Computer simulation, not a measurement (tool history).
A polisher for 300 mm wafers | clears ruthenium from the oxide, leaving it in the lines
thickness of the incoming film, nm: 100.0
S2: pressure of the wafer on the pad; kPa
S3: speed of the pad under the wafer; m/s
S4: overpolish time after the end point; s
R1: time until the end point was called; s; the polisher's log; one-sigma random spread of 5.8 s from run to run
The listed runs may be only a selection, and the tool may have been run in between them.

Run 1, hour 0: flow of slurry (ml/min) 240, S2 9.7 kPa, S3 1 m/s, S4 24 s. Result: R1 150.42 s.
Run 2, hour 4.9: flow of slurry (ml/min) 240, S2 8.3 kPa, S3 0.96 m/s, S4 24 s. Result: R1 181.05 s.
Run 3, hour 5.9: flow of slurry (ml/min) 290, S2 8.3 kPa, S3 0.96 m/s, S4 24 s. Result: R1 181.42 s.
Run 4, hour 10.3: flow of slurry (ml/min) 290, S2 8.3 kPa, S3 1.14 m/s, S4 24 s. Result: R1 157.75 s.
Run 5, hour 19.2: flow of slurry (ml/min) 235, S2 8.3 kPa, S3 1.14 m/s, S4 24 s. Result: R1 155.86 s.
Run 6, hour 20: flow of slurry (ml/min) 235, S2 8.3 kPa, S3 1.38 m/s, S4 24 s. Result: R1 126.94 s.

Expected results for the next run?
At hour 23.8: worn pad replaced by a new one.
Run 7, hour 23.8: flow of slurry (ml/min) 235, S2 7.6 kPa, S3 1.26 m/s, S4 24 s. Result: R1 ?.

Run 7 came out at R1 144.28 s.
